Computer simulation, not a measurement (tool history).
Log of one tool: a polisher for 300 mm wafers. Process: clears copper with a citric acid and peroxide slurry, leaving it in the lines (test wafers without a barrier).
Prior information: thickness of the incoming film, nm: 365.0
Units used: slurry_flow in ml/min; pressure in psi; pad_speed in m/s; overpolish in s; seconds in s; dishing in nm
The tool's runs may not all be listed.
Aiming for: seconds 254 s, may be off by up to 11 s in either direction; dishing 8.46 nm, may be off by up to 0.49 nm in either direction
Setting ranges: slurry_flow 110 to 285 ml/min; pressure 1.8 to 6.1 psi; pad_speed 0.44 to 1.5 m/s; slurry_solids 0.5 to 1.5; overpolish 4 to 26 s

run 1 hour=0 | slurry_flow=180 pressure=3.9 pad_speed=0.96 slurry_solids=1 overpolish=13 | seconds=159.2 dishing=23.84
run 2 hour=0.8 | slurry_flow=150 pressure=3.9 pad_speed=0.96 slurry_solids=1 overpolish=13 | seconds=167.47 dishing=22.409
run 3 hour=1.6 | slurry_flow=160 pressure=3.5 pad_speed=0.96 slurry_solids=1 overpolish=11 | seconds=172.01 dishing=18.78
run 4 hour=5.1 | slurry_flow=160 pressure=3.5 pad_speed=0.74 slurry_solids=1 overpolish=11 | seconds=221.23 dishing=14.868
run 5 hour=13.4 | slurry_flow=160 pressure=3.5 pad_speed=0.64 slurry_solids=1 overpolish=11 | seconds=253.53 dishing=12.874
run 6 hour=18.5 | slurry_flow=165 pressure=3.4 pad_speed=0.64 slurry_solids=1 overpolish=10 | seconds=263.48 dishing=11.731
run 7 hour=20.5 | slurry_flow=165 pressure=3.4 pad_speed=0.64 slurry_solids=1 overpolish=9 | seconds=258.63 dishing=10.516
run 8 hour=22.7 | slurry_flow=165 pressure=3.4 pad_speed=0.64 slurry_solids=1 overpolish=8 | seconds=255.87 dishing=9.5437

Consider the 4 candidate settings below. Which is the only one whose results all fall within their allowed miss of target?
run A hour=24.9 | slurry_flow=180 pressure=3.6 pad_speed=0.6 slurry_solids=1.1 overpolish=6 | seconds=? dishing=?
run B hour=24.9 | slurry_flow=145 pressure=3.5 pad_speed=0.66 slurry_solids=0.95 overpolish=7 | seconds=? dishing=?
run C hour=24.9 | slurry_flow=165 pressure=3.9 pad_speed=0.52 slurry_solids=1.05 overpolish=7 | seconds=? dishing=?
run D hour=24.9 | slurry_flow=175 pressure=4.2 pad_speed=0.46 slurry_solids=1.35 overpolish=7 | seconds=? dishing=?

move=A seconds=258.25 dishing=7.1932
move=B seconds=256.74 dishing=8.3872
move=C seconds=288.91 dishing=7.494
move=D seconds=291.36 dishing=7.4369
A: carries the result that was furthest off beyond its target, to the other side
B: all results land within tolerance of their targets
C: carries the result that was furthest off beyond its target, to the other side
D: carries the result that was furthest off beyond its target, to the other side
The right move is B.

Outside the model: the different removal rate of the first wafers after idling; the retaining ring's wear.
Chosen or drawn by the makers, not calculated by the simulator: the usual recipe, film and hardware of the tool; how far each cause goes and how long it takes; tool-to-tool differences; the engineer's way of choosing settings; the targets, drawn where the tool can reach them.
